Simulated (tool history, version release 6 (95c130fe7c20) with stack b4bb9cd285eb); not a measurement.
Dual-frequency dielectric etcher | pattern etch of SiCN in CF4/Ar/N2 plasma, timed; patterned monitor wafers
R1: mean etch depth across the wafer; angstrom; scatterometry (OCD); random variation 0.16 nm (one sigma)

{"run": 1, "hour": 0.0, "source power (kW)": 0.32, "bias power (kW)": 0.054, "Ar flow (sccm)": 85, "CF4 flow (sccm)": 55, "etch time (s)": 117, "R1": 699.66}
{"run": 2, "hour": 8.9, "source power (kW)": 0.31, "bias power (kW)": 0.054, "Ar flow (sccm)": 85, "CF4 flow (sccm)": 55, "etch time (s)": 117, "R1": 683.97}
{"run": 3, "hour": 14.4, "source power (kW)": 0.3, "bias power (kW)": 0.054, "Ar flow (sccm)": 85, "CF4 flow (sccm)": 55, "etch time (s)": 117, "R1": 669.52}
{"run": 4, "hour": 21.4, "source power (kW)": 0.3, "bias power (kW)": 0.054, "Ar flow (sccm)": 85, "CF4 flow (sccm)": 62, "etch time (s)": 117, "R1": 681.03}
{"run": 5, "hour": 25.5, "source power (kW)": 0.3, "bias power (kW)": 0.054, "Ar flow (sccm)": 75, "CF4 flow (sccm)": 62, "etch time (s)": 117, "R1": 694.24}
{"hour": 28.7, "done": "source power generator calibrated"}
{"run": 6, "hour": 28.7, "source power (kW)": 0.29, "bias power (kW)": 0.054, "Ar flow (sccm)": 75, "CF4 flow (sccm)": 62, "etch time (s)": 117, "R1": 698.95}
{"run": 7, "hour": 32.3, "source power (kW)": 0.27, "bias power (kW)": 0.053, "Ar flow (sccm)": 75, "CF4 flow (sccm)": 62, "etch time (s)": 117, "R1": 661.42}

The next listed run, before its measurement:
{"run": 8, "hour": 38.5, "source power (kW)": 0.26, "bias power (kW)": 0.053, "Ar flow (sccm)": 75, "CF4 flow (sccm)": 62, "etch time (s)": 117, "R1": "?"}

R1: 650.84 angstrom
